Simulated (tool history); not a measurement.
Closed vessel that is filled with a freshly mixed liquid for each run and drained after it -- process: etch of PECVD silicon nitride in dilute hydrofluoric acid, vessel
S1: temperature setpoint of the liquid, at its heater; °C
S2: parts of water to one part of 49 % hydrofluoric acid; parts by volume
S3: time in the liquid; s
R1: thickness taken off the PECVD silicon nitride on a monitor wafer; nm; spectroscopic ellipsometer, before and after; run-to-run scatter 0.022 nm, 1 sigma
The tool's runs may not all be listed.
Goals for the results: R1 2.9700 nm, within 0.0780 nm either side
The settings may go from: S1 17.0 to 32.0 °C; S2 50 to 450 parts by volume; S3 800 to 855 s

run	hour	S1	S2	S3	R1
1	0.0	24.0	250	800	6.9141
2	7.0	24.0	250	800	6.9410
3	10.0	26.0	250	800	7.9566
4	15.5	28.0	250	800	8.8068
5	24.4	26.5	250	800	8.2140
6	33.1	23.0	250	800	6.5325
7	36.6	21.5	280	800	5.3648
8	41.7	20.0	305	800	4.4508
9	47.6	19.0	320	800	4.0225
10	49.4	18.5	335	800	3.7006

Below are 4 possible settings for the next run. Only one of them brings all results inside the allowed miss of their targets. Which is it?
A	51.2	17.5	355	805	?
B	51.2	17.5	405	815	?
C	51.2	17.0	325	810	?
D	51.2	18.5	310	815	?

move	R1
A	3.3144
B	2.9618
C	3.5109
D	4.0714
A: nearer than the last run, and not there yet
B: every result within its allowed miss
C: nearer than the last run, and not there yet
D: misses by more than the last run did
Go with B: it meets all targets.
